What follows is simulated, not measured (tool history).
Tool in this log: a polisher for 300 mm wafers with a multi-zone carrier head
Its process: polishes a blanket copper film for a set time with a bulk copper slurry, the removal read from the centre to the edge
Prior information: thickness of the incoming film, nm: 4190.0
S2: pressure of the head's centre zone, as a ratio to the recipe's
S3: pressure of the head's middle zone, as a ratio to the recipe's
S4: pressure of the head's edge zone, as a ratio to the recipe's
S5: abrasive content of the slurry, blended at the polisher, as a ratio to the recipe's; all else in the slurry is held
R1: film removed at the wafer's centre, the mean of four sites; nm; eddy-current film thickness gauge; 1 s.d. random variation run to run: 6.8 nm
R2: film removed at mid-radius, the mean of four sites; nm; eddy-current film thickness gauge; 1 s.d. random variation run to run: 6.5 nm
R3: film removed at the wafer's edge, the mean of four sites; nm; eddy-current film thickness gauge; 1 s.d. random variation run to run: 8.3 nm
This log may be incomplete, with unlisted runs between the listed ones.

run 1 day=0.000 | flow_of_slurry_(ml/min)=260 S2=1.00 S3=1.00 S4=1.00 S5=1.00 polishing_time_(s)=65 | R1=582.24 R2=570.64 R3=560.21
run 2 day=0.258 | flow_of_slurry_(ml/min)=265 S2=1.00 S3=1.02 S4=1.01 S5=1.05 polishing_time_(s)=65 | R1=577.67 R2=597.51 R3=561.84
run 3 day=0.404 | flow_of_slurry_(ml/min)=265 S2=1.00 S3=1.02 S4=1.02 S5=1.10 polishing_time_(s)=66 | R1=597.76 R2=610.38 R3=591.84
run 4 day=0.671 | flow_of_slurry_(ml/min)=265 S2=1.00 S3=0.95 S4=1.02 S5=1.10 polishing_time_(s)=66 | R1=592.05 R2=565.25 R3=600.84
run 5 day=0.704 | flow_of_slurry_(ml/min)=270 S2=1.01 S3=0.97 S4=1.03 S5=1.15 polishing_time_(s)=66 | R1=622.46 R2=579.34 R3=598.01
run 6 day=0.962 | flow_of_slurry_(ml/min)=270 S2=1.00 S3=0.99 S4=1.04 S5=1.20 polishing_time_(s)=67 | R1=615.41 R2=604.97 R3=614.05
run 7 day=1.300 | flow_of_slurry_(ml/min)=270 S2=1.00 S3=1.01 S4=1.05 S5=1.25 polishing_time_(s)=68 | R1=625.43 R2=636.68 R3=637.41
run 8 day=1.608 | flow_of_slurry_(ml/min)=275 S2=1.01 S3=1.03 S4=1.06 S5=1.30 polishing_time_(s)=68 | R1=643.76 R2=661.83 R3=646.20

What does the tool deliver on the next run?
run 9 day=1.908 | flow_of_slurry_(ml/min)=280 S2=1.01 S3=1.04 S4=1.07 S5=1.30 polishing_time_(s)=68 | R1=? R2=? R3=?

{"run 9": {"R1": 644.48, "R2": 660.27, "R3": 648.52}}
